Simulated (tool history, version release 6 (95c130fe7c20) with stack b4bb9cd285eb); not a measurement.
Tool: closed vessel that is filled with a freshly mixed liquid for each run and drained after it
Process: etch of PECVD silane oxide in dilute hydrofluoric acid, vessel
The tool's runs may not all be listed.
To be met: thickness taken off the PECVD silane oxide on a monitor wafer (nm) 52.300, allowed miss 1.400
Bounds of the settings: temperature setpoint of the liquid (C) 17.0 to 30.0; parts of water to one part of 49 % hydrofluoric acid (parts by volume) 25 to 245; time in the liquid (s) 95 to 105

run	day	temperature setpoint of the liquid (C)	parts of water to one part of 49 % hydrofluoric acid (parts by volume)	time in the liquid (s)	thickness taken off the PECVD silane oxide on a monitor wafer (nm)
1	0.000	22.0	135	95	16.014
2	0.125	23.0	135	95	16.460
3	0.325	23.0	165	95	13.371
4	0.492	24.5	125	95	19.157
5	0.842	21.0	125	95	16.825
6	1.167	21.0	125	95	16.836
7	1.467	23.0	100	95	23.828
8	1.783	25.0	85	95	30.591
9	1.817	29.0	45	95	71.536
10	2.083	28.0	45	95	67.952
11	2.158	27.0	45	95	66.310
12	2.279	26.0	45	95	63.215
13	2.642	25.0	45	95	60.498
14	2.704	24.0	45	95	58.517
15	2.825	23.0	45	95	55.790

4 next moves are on the table. One of them brings every result within its allowed miss. Which?
A	2.946	25.5	55	105	?
B	2.946	21.5	45	95	?
C	2.946	23.5	50	105	?
D	2.946	22.0	45	100	?

move	thickness taken off the PECVD silane oxide on a monitor wafer (nm)
A	56.192
B	53.367
C	57.338
D	57.369
A: further off than the last run
B: meets every target
C: further off than the last run
D: further off than the last run
The right move is B.
